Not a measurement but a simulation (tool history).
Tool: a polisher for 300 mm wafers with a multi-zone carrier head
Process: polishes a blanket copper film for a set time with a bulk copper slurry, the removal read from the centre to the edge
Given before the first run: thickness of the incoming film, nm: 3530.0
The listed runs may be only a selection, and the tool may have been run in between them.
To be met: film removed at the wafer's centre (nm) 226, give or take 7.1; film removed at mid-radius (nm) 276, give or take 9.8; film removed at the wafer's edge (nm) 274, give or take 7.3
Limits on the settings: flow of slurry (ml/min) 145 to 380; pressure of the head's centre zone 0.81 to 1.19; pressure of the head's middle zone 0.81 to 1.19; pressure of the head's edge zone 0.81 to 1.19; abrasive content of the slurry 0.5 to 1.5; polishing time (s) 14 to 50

run,hour,flow of slurry (ml/min),pressure of the head's centre zone,pressure of the head's middle zone,pressure of the head's edge zone,abrasive content of the slurry,polishing time (s),film removed at the wafer's centre (nm),film removed at mid-radius (nm),film removed at the wafer's edge (nm)
1,0,245,1,1,1,1,32,210.59,222.6,220.57
2,2.5,255,0.98,1.03,1.05,1.15,32,221.33,237.41,231.94
3,4.4,255,0.98,1.09,1.05,1.15,32,219.83,245.38,231.73
4,6.9,255,0.98,1.09,1.12,1.15,32,219.74,243.05,235.21
5,13.1,255,0.98,1.09,1.16,1.15,32,219.84,248.26,243.33
6,17.8,255,0.98,1.14,1.16,1.15,32,220.99,249.84,242.26
7,25.8,260,0.95,1.12,1.17,1.25,32,222.35,253.44,249.79
8,32.2,270,0.92,1.13,1.18,1.3,32,215.67,262.57,253.22
9,34.5,275,0.91,1.11,1.18,1.35,32,212.37,259.99,259.32
10,36.8,285,0.91,1.12,1.18,1.4,32,220.08,267.6,259.31
11,40.5,285,0.9,1.11,1.18,1.45,32,217.78,263.32,261.27
12,41.1,295,0.9,1.11,1.18,1.45,32,214.87,269.35,263.92
13,44.7,300,0.91,1.11,1.18,1.45,32,222.32,267.04,261.06

5 next moves are on the table. One of them brings every result within its allowed miss. Which?
A,48.3,380,0.85,1.19,1.1,1.45,32,?,?,?
B,48.3,315,0.93,1.12,1.14,1.35,31,?,?,?
C,48.3,225,0.93,0.98,1.19,1.5,33,?,?,?
D,48.3,320,0.89,1.08,1.18,1.15,35,?,?,?
E,48.3,245,0.84,0.88,1.19,1.25,37,?,?,?

move,film removed at the wafer's centre (nm),film removed at mid-radius (nm),film removed at the wafer's edge (nm)
A,213.59,283.03,261.28
B,218.38,255.14,249.14
C,230.22,249.97,271.26
D,225.89,270.06,273.43
E,223.8,253.78,291.62
A: about the same distance from the targets as the last run
B: the biggest miss grows against the last run
C: gets the furthest-off result to its target, but another result is out of tolerance
D: all results land within tolerance of their targets
E: the result that was furthest off in the last run now lies on the other side of its target
Answer: D

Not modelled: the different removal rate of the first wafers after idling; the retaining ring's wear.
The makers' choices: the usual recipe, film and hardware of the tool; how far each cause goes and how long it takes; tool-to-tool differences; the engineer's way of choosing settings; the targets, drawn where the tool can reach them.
